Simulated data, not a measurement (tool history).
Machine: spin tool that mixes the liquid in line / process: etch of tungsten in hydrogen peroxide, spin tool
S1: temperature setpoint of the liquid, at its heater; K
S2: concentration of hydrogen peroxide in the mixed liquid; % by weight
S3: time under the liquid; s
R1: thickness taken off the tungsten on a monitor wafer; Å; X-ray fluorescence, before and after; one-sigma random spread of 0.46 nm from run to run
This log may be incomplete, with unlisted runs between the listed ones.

run,hour,S1,S2,S3,R1
1,0,324.15,19,50,978.22
2,1,330.65,19,50,1437.2
3,6.5,328.65,19,50,1284.6
4,15.2,325.15,19,50,1046.3
5,15.9,325.15,23,50,1128.9
6,24.7,330.15,23,50,1548.8
7,29.2,327.65,23,50,1321
8,34.1,319.65,23,50,828.34

Forecast run 9:
9,39.3,319.15,23,50,?

R1: 793.59 Å
